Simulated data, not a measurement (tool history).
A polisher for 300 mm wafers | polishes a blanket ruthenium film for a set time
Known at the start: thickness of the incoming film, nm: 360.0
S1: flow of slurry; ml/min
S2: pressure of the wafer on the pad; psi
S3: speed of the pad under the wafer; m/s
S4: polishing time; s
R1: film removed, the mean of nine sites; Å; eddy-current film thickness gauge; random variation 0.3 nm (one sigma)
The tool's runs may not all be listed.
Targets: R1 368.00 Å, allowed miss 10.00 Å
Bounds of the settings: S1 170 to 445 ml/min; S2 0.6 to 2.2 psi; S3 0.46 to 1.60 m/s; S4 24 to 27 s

Run 1, day 0.000: S1 285 ml/min, S2 1.4 psi, S3 1.02 m/s, S4 27 s. Result: R1 228.98 Å.
Run 2, day 0.100: S1 285 ml/min, S2 1.4 psi, S3 1.02 m/s, S4 27 s. Result: R1 228.76 Å.
Run 3, day 0.200: S1 285 ml/min, S2 1.4 psi, S3 0.80 m/s, S4 27 s. Result: R1 181.93 Å.
Run 4, day 0.383: S1 290 ml/min, S2 1.6 psi, S3 0.84 m/s, S4 27 s. Result: R1 217.57 Å.
Run 5, day 0.679: S1 290 ml/min, S2 1.8 psi, S3 0.86 m/s, S4 27 s. Result: R1 247.37 Å.
Run 6, day 0.821: S1 295 ml/min, S2 1.9 psi, S3 0.90 m/s, S4 27 s. Result: R1 275.45 Å.
Run 7, day 0.888: S1 295 ml/min, S2 2.0 psi, S3 0.92 m/s, S4 27 s. Result: R1 293.99 Å.
Run 8, day 1.096: S1 295 ml/min, S2 2.1 psi, S3 0.94 m/s, S4 27 s. Result: R1 317.72 Å.
Run 9, day 1.438: S1 295 ml/min, S2 2.1 psi, S3 0.94 m/s, S4 27 s. Result: R1 312.63 Å.
Run 10, day 1.533: S1 300 ml/min, S2 2.1 psi, S3 0.96 m/s, S4 27 s. Result: R1 320.68 Å.
Run 11, day 1.579: S1 300 ml/min, S2 2.1 psi, S3 0.98 m/s, S4 27 s. Result: R1 328.96 Å.
Run 12, day 1.800: S1 300 ml/min, S2 2.1 psi, S3 1.00 m/s, S4 27 s. Result: R1 337.68 Å.
Run 13, day 1.900: S1 305 ml/min, S2 2.1 psi, S3 1.00 m/s, S4 27 s. Result: R1 337.39 Å.
Run 14, day 1.933: S1 310 ml/min, S2 2.1 psi, S3 1.00 m/s, S4 27 s. Result: R1 332.26 Å.
Run 15, day 2.108: S1 310 ml/min, S2 2.1 psi, S3 1.02 m/s, S4 27 s. Result: R1 347.47 Å.
Run 16, day 2.312: S1 310 ml/min, S2 2.1 psi, S3 1.02 m/s, S4 27 s. Result: R1 343.56 Å.

5 next moves are on the table. One of them brings every result within its allowed miss. Which?
Run A, day 2.517: S1 305 ml/min, S2 2.2 psi, S3 1.04 m/s, S4 27 s. Result: R1 ?.
Run B, day 2.517: S1 275 ml/min, S2 2.0 psi, S3 1.10 m/s, S4 25 s. Result: R1 ?.
Run C, day 2.517: S1 320 ml/min, S2 2.0 psi, S3 1.00 m/s, S4 25 s. Result: R1 ?.
Run D, day 2.517: S1 330 ml/min, S2 2.2 psi, S3 1.02 m/s, S4 26 s. Result: R1 ?.
Run E, day 2.517: S1 230 ml/min, S2 2.1 psi, S3 1.02 m/s, S4 27 s. Result: R1 ?.

move      R1
   A  370.08
   B  326.65
   C  301.64
   D  351.94
   E  337.95
A: meets every target
B: further off than the last run
C: further off than the last run
D: nearer than the last run, and not there yet
E: further off than the last run
Move A is the one to make.
